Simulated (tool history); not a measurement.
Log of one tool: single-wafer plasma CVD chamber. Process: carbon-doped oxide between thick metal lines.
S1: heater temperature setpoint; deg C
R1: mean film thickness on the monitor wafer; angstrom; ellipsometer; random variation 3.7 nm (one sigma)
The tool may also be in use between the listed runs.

{"run": 1, "hour": 0.0, "S1": 335, "chamber pressure (Pa)": 932, "RF power (W)": 520, "deposition time (s)": 151, "R1": 8171.7}
{"run": 2, "hour": 4.5, "S1": 338, "chamber pressure (Pa)": 908, "RF power (W)": 490, "deposition time (s)": 151, "R1": 7757.0}
{"run": 3, "hour": 7.8, "S1": 338, "chamber pressure (Pa)": 908, "RF power (W)": 490, "deposition time (s)": 157, "R1": 8155.5}
{"run": 4, "hour": 13.9, "S1": 338, "chamber pressure (Pa)": 780, "RF power (W)": 490, "deposition time (s)": 157, "R1": 8019.0}
{"run": 5, "hour": 16.3, "S1": 340, "chamber pressure (Pa)": 753, "RF power (W)": 465, "deposition time (s)": 157, "R1": 7807.1}
{"run": 6, "hour": 17.5, "S1": 341, "chamber pressure (Pa)": 744, "RF power (W)": 440, "deposition time (s)": 156, "R1": 7375.3}
{"run": 7, "hour": 21.1, "S1": 343, "chamber pressure (Pa)": 731, "RF power (W)": 430, "deposition time (s)": 156, "R1": 7329.7}

Run 8 comes next. What will it give?
{"run": 8, "hour": 24.8, "S1": 343, "chamber pressure (Pa)": 724, "RF power (W)": 420, "deposition time (s)": 156, "R1": "?"}

R1: 7170.0 angstrom
